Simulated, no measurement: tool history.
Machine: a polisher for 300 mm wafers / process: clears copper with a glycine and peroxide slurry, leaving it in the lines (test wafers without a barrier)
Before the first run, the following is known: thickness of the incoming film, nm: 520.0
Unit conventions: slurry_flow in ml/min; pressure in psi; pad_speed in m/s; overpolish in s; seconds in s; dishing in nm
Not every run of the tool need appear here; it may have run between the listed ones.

| run | hour | slurry_flow | pressure | pad_speed | overpolish | seconds | dishing |
|---|---|---|---|---|---|---|---|
| 1 | 0.0 | 140 | 1.6 | 1.06 | 20 | 115.61 | 57.454 |
| 2 | 3.7 | 150 | 1.6 | 1.08 | 17 | 113.12 | 51.686 |
| 3 | 8.9 | 150 | 1.2 | 1.08 | 17 | 136.87 | 42.981 |
| 4 | 14.5 | 155 | 1.2 | 1.08 | 17 | 137.97 | 43.131 |
| 5 | 21.6 | 160 | 1.5 | 1.10 | 16 | 114.33 | 48.584 |
| 6 | 29.9 | 160 | 1.5 | 0.88 | 16 | 132.10 | 41.970 |

For run 7, what comes out?
| 7 | 31.8 | 175 | 1.7 | 0.88 | 16 | ? | ? |

seconds: 123.35 s
dishing: 46.580 nm

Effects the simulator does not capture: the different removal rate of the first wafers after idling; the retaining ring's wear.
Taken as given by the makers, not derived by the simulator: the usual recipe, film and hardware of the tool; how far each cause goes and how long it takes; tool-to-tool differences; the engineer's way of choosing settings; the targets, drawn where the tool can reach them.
